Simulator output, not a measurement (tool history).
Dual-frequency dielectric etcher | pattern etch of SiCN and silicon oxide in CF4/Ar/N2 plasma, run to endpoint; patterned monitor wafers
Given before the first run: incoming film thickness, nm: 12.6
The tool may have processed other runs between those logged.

{"run": 1, "day": 0.0, "source power (W)": 480, "bias power (W)": 72, "Ar flow (sccm)": 115, "CF4 flow (sccm)": 75, "endpoint time (s)": 15.451}
{"run": 2, "day": 0.033, "source power (W)": 480, "bias power (W)": 72, "Ar flow (sccm)": 115, "CF4 flow (sccm)": 65, "endpoint time (s)": 15.924}
{"run": 3, "day": 0.2, "source power (W)": 480, "bias power (W)": 72, "Ar flow (sccm)": 115, "CF4 flow (sccm)": 60, "endpoint time (s)": 16.224}
{"run": 4, "day": 0.392, "source power (W)": 450, "bias power (W)": 72, "Ar flow (sccm)": 115, "CF4 flow (sccm)": 60, "endpoint time (s)": 16.925}
{"run": 5, "day": 0.592, "source power (W)": 420, "bias power (W)": 72, "Ar flow (sccm)": 115, "CF4 flow (sccm)": 60, "endpoint time (s)": 17.604}
{"run": 6, "day": 0.938, "source power (W)": 400, "bias power (W)": 72, "Ar flow (sccm)": 115, "CF4 flow (sccm)": 60, "endpoint time (s)": 18.166}

For run 7, what comes out?
{"run": 7, "day": 1.108, "source power (W)": 380, "bias power (W)": 72, "Ar flow (sccm)": 115, "CF4 flow (sccm)": 60, "endpoint time (s)": "?"}

Run 7 came out at endpoint time (s) 18.689.
